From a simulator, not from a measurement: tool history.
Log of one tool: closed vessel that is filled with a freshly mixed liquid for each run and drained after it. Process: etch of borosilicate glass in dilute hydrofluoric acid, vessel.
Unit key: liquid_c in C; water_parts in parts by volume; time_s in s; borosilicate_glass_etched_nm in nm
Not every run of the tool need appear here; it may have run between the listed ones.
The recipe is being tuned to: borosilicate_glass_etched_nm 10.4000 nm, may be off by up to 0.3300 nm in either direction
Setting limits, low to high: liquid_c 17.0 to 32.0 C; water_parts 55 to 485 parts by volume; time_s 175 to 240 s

run	hour	liquid_c	water_parts	time_s	borosilicate_glass_etched_nm
1	0.0	24.0	270	240	16.2670
2	7.6	22.5	285	240	14.4310
3	16.3	21.5	295	240	13.4110
4	21.3	20.5	305	240	12.5230
5	24.5	20.5	360	240	10.0230
6	25.3	20.5	360	175	7.3725
7	31.8	23.0	355	175	8.0724
8	38.1	23.0	345	175	8.4369
9	38.6	23.0	335	175	8.7400

4 next moves are on the table. One of them brings every result within its allowed miss. Which?
A	39.1	20.0	325	220	?
B	39.1	23.0	410	175	?
C	39.1	23.5	320	205	?
D	39.1	25.5	370	205	?

move	borosilicate_glass_etched_nm
A	10.1530
B	6.5939
C	10.9220
D	9.6366
A: hits every target within its allowed miss
B: the biggest miss grows against the last run
C: takes the result that was furthest off past its target
D: closes in on the targets versus the last run, not all within tolerance yet
A meets every target.

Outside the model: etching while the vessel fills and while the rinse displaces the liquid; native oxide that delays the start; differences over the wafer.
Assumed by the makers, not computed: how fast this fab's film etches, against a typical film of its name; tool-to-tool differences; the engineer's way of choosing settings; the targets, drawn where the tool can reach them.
